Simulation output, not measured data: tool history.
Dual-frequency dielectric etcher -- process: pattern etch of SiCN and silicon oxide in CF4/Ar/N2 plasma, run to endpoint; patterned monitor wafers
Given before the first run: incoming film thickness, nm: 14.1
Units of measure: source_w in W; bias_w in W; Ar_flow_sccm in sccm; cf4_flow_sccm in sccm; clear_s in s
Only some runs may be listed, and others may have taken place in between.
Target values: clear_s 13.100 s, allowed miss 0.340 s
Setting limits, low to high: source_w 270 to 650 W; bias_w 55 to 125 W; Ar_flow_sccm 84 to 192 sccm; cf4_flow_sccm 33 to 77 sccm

| run | hour | source_w | bias_w | Ar_flow_sccm | cf4_flow_sccm | clear_s |
|---|---|---|---|---|---|---|
| 1 | 0.0 | 460 | 90 | 138 | 55 | 15.079 |
| 2 | 4.0 | 470 | 90 | 138 | 55 | 14.787 |
| 3 | 6.6 | 470 | 90 | 138 | 47 | 15.047 |
| 4 | 9.0 | 470 | 90 | 138 | 38 | 15.551 |
| 5 | 13.7 | 480 | 90 | 138 | 38 | 15.068 |
| 6 | 18.9 | 480 | 90 | 122 | 38 | 15.040 |
| 7 | 26.4 | 490 | 90 | 122 | 38 | 14.628 |
| 8 | 27.2 | 500 | 90 | 122 | 38 | 14.438 |
| 9 | 33.5 | 510 | 90 | 122 | 38 | 13.953 |
| 10 | 34.4 | 540 | 91 | 122 | 38 | 13.470 |

Consider the 4 candidate settings below. Which is the only one whose results all fall within their allowed miss of target?
| A | 35.3 | 490 | 98 | 91 | 36 | ? |
| B | 35.3 | 520 | 89 | 122 | 38 | ? |
| C | 35.3 | 500 | 101 | 102 | 34 | ? |
| D | 35.3 | 560 | 86 | 107 | 39 | ? |

| move | clear_s |
|---|---|
| A | 13.802 |
| B | 13.832 |
| C | 13.704 |
| D | 12.857 |
A: moves away from the targets compared with the last run
B: moves away from the targets compared with the last run
C: moves away from the targets compared with the last run
D: each result inside its tolerance
Correct choice: D, which meets every target
